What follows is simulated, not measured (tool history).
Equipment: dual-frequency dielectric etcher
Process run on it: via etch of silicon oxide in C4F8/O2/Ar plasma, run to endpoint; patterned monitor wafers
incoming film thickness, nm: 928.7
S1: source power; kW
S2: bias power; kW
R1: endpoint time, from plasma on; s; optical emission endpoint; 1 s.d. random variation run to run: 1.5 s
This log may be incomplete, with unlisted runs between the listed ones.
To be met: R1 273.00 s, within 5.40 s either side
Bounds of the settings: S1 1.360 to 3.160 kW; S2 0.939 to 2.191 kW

run	hour	S1	S2	R1
1	0.0	2.260	1.565	200.92
2	5.0	2.400	1.565	195.81
3	8.4	2.140	1.565	207.55
4	12.5	1.960	1.435	225.15
5	15.8	1.960	1.576	213.78
6	21.5	1.960	1.333	231.44
7	22.1	1.840	1.301	240.04
8	30.8	1.740	1.279	251.52
9	34.1	1.680	1.275	256.71
10	40.8	1.360	1.231	294.67
11	42.3	1.600	1.247	266.99
12	44.3	1.590	1.246	268.63
13	50.6	1.580	1.245	266.21

Which one of the following 4 next-run settings gets every result inside its allowed miss? There is exactly one.
A	56.9	1.640	1.250	?
B	56.9	1.450	1.532	?
C	56.9	1.700	1.277	?
D	56.9	1.480	1.321	?

move	R1
A	262.51
B	260.72
C	254.94
D	273.01
A: further off than the last run
B: further off than the last run
C: further off than the last run
D: every result lands within tolerance
So the answer is move D, the one that meets all the targets.

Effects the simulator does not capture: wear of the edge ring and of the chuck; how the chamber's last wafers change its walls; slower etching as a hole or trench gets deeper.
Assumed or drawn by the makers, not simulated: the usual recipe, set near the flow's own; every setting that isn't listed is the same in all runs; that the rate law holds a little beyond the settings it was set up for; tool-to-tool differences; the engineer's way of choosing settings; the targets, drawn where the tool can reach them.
